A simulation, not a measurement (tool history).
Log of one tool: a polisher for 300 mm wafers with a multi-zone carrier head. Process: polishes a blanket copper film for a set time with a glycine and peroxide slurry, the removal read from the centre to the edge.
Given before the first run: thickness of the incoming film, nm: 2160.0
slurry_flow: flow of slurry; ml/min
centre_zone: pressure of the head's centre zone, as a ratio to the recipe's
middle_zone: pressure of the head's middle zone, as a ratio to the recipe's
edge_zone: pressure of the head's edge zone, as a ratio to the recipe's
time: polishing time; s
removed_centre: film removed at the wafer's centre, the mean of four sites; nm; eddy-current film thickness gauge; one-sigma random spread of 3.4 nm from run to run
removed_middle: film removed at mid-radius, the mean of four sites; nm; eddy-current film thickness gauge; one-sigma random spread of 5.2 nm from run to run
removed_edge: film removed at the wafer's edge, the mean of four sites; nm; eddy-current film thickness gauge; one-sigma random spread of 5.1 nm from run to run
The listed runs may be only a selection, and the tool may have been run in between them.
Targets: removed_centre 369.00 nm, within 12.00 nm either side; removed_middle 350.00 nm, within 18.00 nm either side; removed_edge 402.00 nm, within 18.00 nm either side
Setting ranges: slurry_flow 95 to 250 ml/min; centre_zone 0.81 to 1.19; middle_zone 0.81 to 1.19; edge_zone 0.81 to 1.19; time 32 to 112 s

{"run": 1, "day": 0.0, "slurry_flow": 160, "centre_zone": 1.0, "middle_zone": 1.0, "edge_zone": 1.0, "time": 72, "removed_centre": 544.22, "removed_middle": 535.03, "removed_edge": 538.56}
{"run": 2, "day": 0.038, "slurry_flow": 150, "centre_zone": 0.97, "middle_zone": 0.95, "edge_zone": 0.98, "time": 66, "removed_centre": 471.92, "removed_middle": 459.31, "removed_edge": 485.81}
{"run": 3, "day": 0.212, "slurry_flow": 145, "centre_zone": 0.95, "middle_zone": 0.91, "edge_zone": 0.95, "time": 63, "removed_centre": 444.42, "removed_middle": 424.3, "removed_edge": 457.35}
{"run": 4, "day": 0.533, "slurry_flow": 135, "centre_zone": 0.93, "middle_zone": 0.88, "edge_zone": 0.94, "time": 61, "removed_centre": 399.52, "removed_middle": 392.18, "removed_edge": 425.83}
{"run": 5, "day": 0.729, "slurry_flow": 135, "centre_zone": 0.93, "middle_zone": 0.81, "edge_zone": 0.94, "time": 61, "removed_centre": 408.38, "removed_middle": 365.5, "removed_edge": 427.96}
{"run": 6, "day": 0.983, "slurry_flow": 135, "centre_zone": 0.93, "middle_zone": 0.81, "edge_zone": 0.88, "time": 61, "removed_centre": 406.12, "removed_middle": 358.7, "removed_edge": 414.25}
{"run": 7, "day": 1.246, "slurry_flow": 125, "centre_zone": 0.92, "middle_zone": 0.81, "edge_zone": 0.88, "time": 61, "removed_centre": 396.11, "removed_middle": 357.69, "removed_edge": 406.38}
{"run": 8, "day": 1.35, "slurry_flow": 120, "centre_zone": 0.91, "middle_zone": 0.81, "edge_zone": 0.89, "time": 61, "removed_centre": 380.8, "removed_middle": 353.32, "removed_edge": 413.65}

Consider the 5 candidate settings below. Which is the only one whose results all fall within their allowed miss of target?
{"run": "A", "day": 1.454, "slurry_flow": 120, "centre_zone": 0.9, "middle_zone": 0.81, "edge_zone": 0.85, "time": 63, "removed_centre": "?", "removed_middle": "?", "removed_edge": "?"}
{"run": "B", "day": 1.454, "slurry_flow": 95, "centre_zone": 0.84, "middle_zone": 0.81, "edge_zone": 0.9, "time": 69, "removed_centre": "?", "removed_middle": "?", "removed_edge": "?"}
{"run": "C", "day": 1.454, "slurry_flow": 135, "centre_zone": 0.97, "middle_zone": 0.86, "edge_zone": 0.86, "time": 58, "removed_centre": "?", "removed_middle": "?", "removed_edge": "?"}
{"run": "D", "day": 1.454, "slurry_flow": 115, "centre_zone": 0.9, "middle_zone": 0.81, "edge_zone": 0.88, "time": 61, "removed_centre": "?", "removed_middle": "?", "removed_edge": "?"}
{"run": "E", "day": 1.454, "slurry_flow": 95, "centre_zone": 0.95, "middle_zone": 0.86, "edge_zone": 0.91, "time": 68, "removed_centre": "?", "removed_middle": "?", "removed_edge": "?"}

move=A removed_centre=383.44 removed_middle=369.73 removed_edge=420.56
move=B removed_centre=359.16 removed_middle=375.53 removed_edge=449.01
move=C removed_centre=394.31 removed_middle=368.50 removed_edge=397.45
move=D removed_centre=366.14 removed_middle=353.64 removed_edge=410.14
move=E removed_centre=400.87 removed_middle=388.46 removed_edge=444.45
A: misses by more than the last run did
B: the worst result of the last run now meets its target, but another is out of spec
C: misses by more than the last run did
D: each result inside its tolerance
E: misses by more than the last run did
Correct choice: D, which meets every target

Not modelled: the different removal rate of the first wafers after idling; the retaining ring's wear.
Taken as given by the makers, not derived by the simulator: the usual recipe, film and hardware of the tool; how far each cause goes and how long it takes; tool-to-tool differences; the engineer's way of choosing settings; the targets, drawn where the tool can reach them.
